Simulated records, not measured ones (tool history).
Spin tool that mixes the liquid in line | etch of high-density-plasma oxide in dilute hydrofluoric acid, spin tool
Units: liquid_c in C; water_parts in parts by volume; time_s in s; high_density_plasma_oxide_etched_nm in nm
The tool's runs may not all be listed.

run  hour  liquid_c  water_parts  time_s  high_density_plasma_oxide_etched_nm
  1     0        22          220      95                               1.7256
  2   2.8        22          145      95                               2.8503
  3   9.1        22          145      95                               2.8297
  4  12.9        19          145      95                               2.5592
  5  19.5        22          140      95                               3.0097
  6  24.2        24          140      95                               3.2167
  7  25.3      25.5          140      95                               3.4017
  8  29.8      26.5          140      95                               3.5333

Run 9 comes next. What will it give?
  9  33.4      27.5          140      95                                    ?

Run 9 gave high_density_plasma_oxide_etched_nm 3.638 nm.
